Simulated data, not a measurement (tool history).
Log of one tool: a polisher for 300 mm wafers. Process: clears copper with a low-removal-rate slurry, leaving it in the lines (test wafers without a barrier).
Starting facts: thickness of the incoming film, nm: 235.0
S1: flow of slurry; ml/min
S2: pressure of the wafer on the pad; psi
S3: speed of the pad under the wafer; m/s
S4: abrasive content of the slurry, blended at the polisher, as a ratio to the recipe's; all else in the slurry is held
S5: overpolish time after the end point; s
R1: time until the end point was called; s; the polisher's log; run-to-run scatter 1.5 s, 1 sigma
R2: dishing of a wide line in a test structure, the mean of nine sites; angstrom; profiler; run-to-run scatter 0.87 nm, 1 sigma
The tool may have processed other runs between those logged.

run,hour,S1,S2,S3,S4,S5,R1,R2
1,0,190,2.8,0.9,1,14,99.056,243.9
2,7.8,190,3.3,0.9,1,14,85.566,270.63
3,10.4,190,3.3,0.9,1.1,14,83.699,273.72
4,11.9,190,3.2,0.9,1.1,15,86.385,288.08
5,20.5,155,3.2,0.9,1.1,15,89.628,286.07
6,21,150,3.1,0.9,1.1,16,92.052,276.77

For run 7, what comes out?
7,29.7,150,3,0.9,1.1,18,?,?

{"run 7": {"R1": 94.286, "R2": 305.62}}
